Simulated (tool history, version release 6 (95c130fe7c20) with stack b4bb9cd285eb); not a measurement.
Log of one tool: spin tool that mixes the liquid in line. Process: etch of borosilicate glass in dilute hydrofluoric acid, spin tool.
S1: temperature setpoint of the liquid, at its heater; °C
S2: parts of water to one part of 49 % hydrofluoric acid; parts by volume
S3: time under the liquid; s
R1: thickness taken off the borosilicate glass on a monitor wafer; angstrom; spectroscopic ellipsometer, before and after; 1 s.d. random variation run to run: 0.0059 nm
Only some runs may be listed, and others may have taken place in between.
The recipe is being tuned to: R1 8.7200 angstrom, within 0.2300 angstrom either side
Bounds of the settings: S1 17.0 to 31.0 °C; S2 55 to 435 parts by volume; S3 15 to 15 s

run,hour,S1,S2,S3,R1
1,0.0,23.0,245,15,14.9800
2,5.7,22.5,255,15,14.1520
3,8.2,22.5,255,15,13.9730
4,11.6,25.5,255,15,15.6370
5,14.5,24.5,260,15,14.8080
6,22.5,26.0,260,15,15.3560
7,27.5,25.0,270,15,14.2110
8,29.7,24.0,275,15,13.4360
9,30.8,23.0,280,15,12.7110
10,39.1,22.5,285,15,12.1530
11,40.4,22.0,290,15,11.6850
12,48.0,21.5,295,15,11.3350
13,49.7,21.0,300,15,10.7860
14,54.3,20.5,300,15,10.5770
15,60.3,20.0,300,15,10.4390
16,62.5,19.5,300,15,10.2080
17,70.1,19.5,300,15,10.1980
18,74.0,19.0,300,15,9.9769
19,77.8,18.0,310,15,9.4143
# hour 78.5: thermometer replaced
20,78.5,17.5,315,15,8.3592

Next run, 4 choices. One meets every target within its allowed miss, the rest don't. Which?
A,79.2,19.5,325,15,?
B,79.2,18.0,325,15,?
C,79.2,17.0,320,15,?
D,79.2,17.5,320,15,?

move,R1
A,8.6773
B,8.2137
C,8.0706
D,8.2229
A: in spec on every target
B: its largest miss is bigger than the last run's
C: its largest miss is bigger than the last run's
D: its largest miss is bigger than the last run's
A meets every target.
